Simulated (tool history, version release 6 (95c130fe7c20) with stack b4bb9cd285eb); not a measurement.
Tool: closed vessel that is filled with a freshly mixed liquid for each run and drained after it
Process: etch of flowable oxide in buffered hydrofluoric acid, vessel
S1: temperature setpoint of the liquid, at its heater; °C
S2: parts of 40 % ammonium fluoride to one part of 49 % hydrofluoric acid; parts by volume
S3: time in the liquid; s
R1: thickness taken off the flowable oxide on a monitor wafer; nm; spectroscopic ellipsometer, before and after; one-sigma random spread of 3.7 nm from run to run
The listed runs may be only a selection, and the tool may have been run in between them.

Run 1, hour 0: S1 20 °C, S2 12.5 parts by volume, S3 90 s. Result: R1 260.72 nm.
Run 2, hour 1.1: S1 20 °C, S2 12.5 parts by volume, S3 90 s. Result: R1 266.32 nm.
Run 3, hour 10.1: S1 22 °C, S2 12.5 parts by volume, S3 90 s. Result: R1 294.25 nm.
Run 4, hour 15: S1 22 °C, S2 12.5 parts by volume, S3 90 s. Result: R1 294.78 nm.
Run 5, hour 16.7: S1 20.5 °C, S2 12.5 parts by volume, S3 90 s. Result: R1 272.52 nm.
Run 6, hour 23.5: S1 22 °C, S2 12.5 parts by volume, S3 90 s. Result: R1 294.39 nm.
Run 7, hour 26.1: S1 24 °C, S2 12.5 parts by volume, S3 90 s. Result: R1 329.87 nm.

Predict the results of run 8:
Run 8, hour 27.5: S1 25 °C, S2 12.5 parts by volume, S3 90 s. Result: R1 ?.

{"run 8": {"R1": 348.98}}

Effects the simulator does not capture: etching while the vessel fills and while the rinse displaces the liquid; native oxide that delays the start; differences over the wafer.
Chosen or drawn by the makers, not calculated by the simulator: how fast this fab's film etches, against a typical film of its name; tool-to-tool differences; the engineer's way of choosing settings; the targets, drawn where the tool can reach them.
